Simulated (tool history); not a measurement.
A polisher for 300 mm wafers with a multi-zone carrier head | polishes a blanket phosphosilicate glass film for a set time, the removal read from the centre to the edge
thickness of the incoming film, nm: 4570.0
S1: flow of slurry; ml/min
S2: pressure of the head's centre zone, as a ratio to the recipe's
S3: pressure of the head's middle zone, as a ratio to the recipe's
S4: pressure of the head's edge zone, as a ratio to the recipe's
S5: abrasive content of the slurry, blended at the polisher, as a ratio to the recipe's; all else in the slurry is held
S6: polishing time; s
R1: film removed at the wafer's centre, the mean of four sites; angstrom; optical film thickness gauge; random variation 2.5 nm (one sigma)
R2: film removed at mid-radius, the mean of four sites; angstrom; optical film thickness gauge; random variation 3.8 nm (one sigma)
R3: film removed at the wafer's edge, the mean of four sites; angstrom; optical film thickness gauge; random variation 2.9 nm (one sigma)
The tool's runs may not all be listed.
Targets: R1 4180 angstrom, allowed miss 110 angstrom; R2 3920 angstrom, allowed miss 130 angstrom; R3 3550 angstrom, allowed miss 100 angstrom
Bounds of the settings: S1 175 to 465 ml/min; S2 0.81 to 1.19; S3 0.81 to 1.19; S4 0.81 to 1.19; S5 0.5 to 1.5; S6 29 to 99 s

| run | day | S1 | S2 | S3 | S4 | S5 | S6 | R1 | R2 | R3 |
|---|---|---|---|---|---|---|---|---|---|---|
| 1 | 0 | 295 | 1 | 1 | 1 | 1 | 64 | 4022.2 | 4010 | 3973.1 |
| 2 | 0.358 | 295 | 1 | 1 | 1 | 0.8 | 64 | 3620.3 | 3618.2 | 3550.3 |
| 3 | 0.421 | 295 | 1 | 1 | 1.04 | 0.8 | 64 | 3604.4 | 3578.3 | 3583.3 |
| 4 | 0.771 | 295 | 1 | 0.96 | 1.04 | 0.8 | 64 | 3618.6 | 3528.5 | 3642.4 |
| 5 | 1.021 | 245 | 1 | 0.96 | 1.04 | 0.8 | 64 | 3491.6 | 3391 | 3619.8 |
| 6 | 1.162 | 245 | 1 | 0.96 | 1.04 | 0.8 | 52 | 2872.4 | 2775.3 | 2929.1 |
| 7 | 1.346 | 330 | 1.1 | 1.06 | 1.12 | 1.05 | 52 | 3702.7 | 3476.9 | 3529.2 |
| 8 | 1.667 | 350 | 1.12 | 1.09 | 1.11 | 1.05 | 52 | 3799.6 | 3546.9 | 3512.8 |
| 9 | 1.738 | 360 | 1.14 | 1.12 | 1.1 | 1.05 | 52 | 3882.4 | 3650.3 | 3496.9 |
| 10 | 2.05 | 370 | 1.15 | 1.14 | 1.1 | 1.05 | 52 | 3894.4 | 3766.2 | 3446.8 |
| 11 | 2.138 | 375 | 1.16 | 1.14 | 1.1 | 1.05 | 52 | 3940.2 | 3755.1 | 3471.9 |
| 12 | 2.233 | 380 | 1.17 | 1.14 | 1.1 | 1.05 | 52 | 3989.2 | 3659.9 | 3570.9 |
| 13 | 2.3 | 380 | 1.18 | 1.15 | 1.08 | 1.05 | 52 | 4063.9 | 3747 | 3484.2 |
| 14 | 2.617 | 385 | 1.18 | 1.16 | 1.08 | 1.05 | 52 | 4024.4 | 3803.2 | 3466 |
| 15 | 2.821 | 390 | 1.18 | 1.16 | 1.08 | 1.05 | 52 | 4004.1 | 3777.6 | 3469.4 |
| 16 | 2.962 | 390 | 1.18 | 1.16 | 1.07 | 1.05 | 52 | 4110.2 | 3735.5 | 3475.4 |

Which of these 4 next moves meets every target?
| A | 3.104 | 420 | 1.19 | 1.05 | 1.07 | 1.1 | 53 | ? | ? | ? |
| B | 3.104 | 465 | 1.19 | 1.05 | 1.07 | 1.05 | 53 | ? | ? | ? |
| C | 3.104 | 420 | 1.19 | 1.19 | 1.08 | 0.95 | 55 | ? | ? | ? |
| D | 3.104 | 465 | 1.18 | 1.07 | 1.12 | 0.95 | 54 | ? | ? | ? |

| move | R1 | R2 | R3 |
|---|---|---|---|
| A | 4295.2 | 3660.2 | 3627.3 |
| B | 4239.9 | 3610.7 | 3572.9 |
| C | 4176.2 | 3885.6 | 3535.1 |
| D | 4093 | 3561.3 | 3558.5 |
A: further off than the last run
B: further off than the last run
C: meets every target
D: further off than the last run
Move C is the one to make.
